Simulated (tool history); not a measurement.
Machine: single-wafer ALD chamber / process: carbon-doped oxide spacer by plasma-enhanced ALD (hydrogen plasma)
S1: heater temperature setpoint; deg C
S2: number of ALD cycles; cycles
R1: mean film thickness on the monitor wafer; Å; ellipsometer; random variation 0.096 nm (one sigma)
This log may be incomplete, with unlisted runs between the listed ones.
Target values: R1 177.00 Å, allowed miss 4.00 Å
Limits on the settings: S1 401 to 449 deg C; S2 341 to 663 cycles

{"run": 1, "day": 0.0, "S1": 425, "S2": 502, "R1": 222.67}
{"run": 2, "day": 0.35, "S1": 428, "S2": 472, "R1": 208.4}
{"run": 3, "day": 0.717, "S1": 428, "S2": 430, "R1": 188.15}
{"run": 4, "day": 1.071, "S1": 437, "S2": 430, "R1": 182.66}
{"run": 5, "day": 1.346, "S1": 438, "S2": 428, "R1": 180.35}
{"run": 6, "day": 1.442, "S1": 438, "S2": 466, "R1": 195.63}
{"day": 1.638, "done": "thermocouple changed; heater temperature recalibrated"}
{"run": 7, "day": 1.638, "S1": 440, "S2": 456, "R1": 194.3}
{"run": 8, "day": 1.712, "S1": 440, "S2": 444, "R1": 190.05}
{"run": 9, "day": 1.838, "S1": 445, "S2": 408, "R1": 168.56}

Consider the 5 candidate settings below. Which is the only one whose results all fall within their allowed miss of target?
{"run": "A", "day": 1.962, "S1": 449, "S2": 410, "R1": "?"}
{"run": "B", "day": 1.962, "S1": 449, "S2": 434, "R1": "?"}
{"run": "C", "day": 1.962, "S1": 447, "S2": 388, "R1": "?"}
{"run": "D", "day": 1.962, "S1": 449, "S2": 396, "R1": "?"}
{"run": "E", "day": 1.962, "S1": 448, "S2": 392, "R1": "?"}

move=A R1=169.69
move=B R1=179.62
move=C R1=161.88
move=D R1=163.89
move=E R1=162.89
A: closes in on the targets versus the last run, not all within tolerance yet
B: all results in spec
C: moves away from the targets compared with the last run
D: moves away from the targets compared with the last run
E: moves away from the targets compared with the last run
The right move is B.

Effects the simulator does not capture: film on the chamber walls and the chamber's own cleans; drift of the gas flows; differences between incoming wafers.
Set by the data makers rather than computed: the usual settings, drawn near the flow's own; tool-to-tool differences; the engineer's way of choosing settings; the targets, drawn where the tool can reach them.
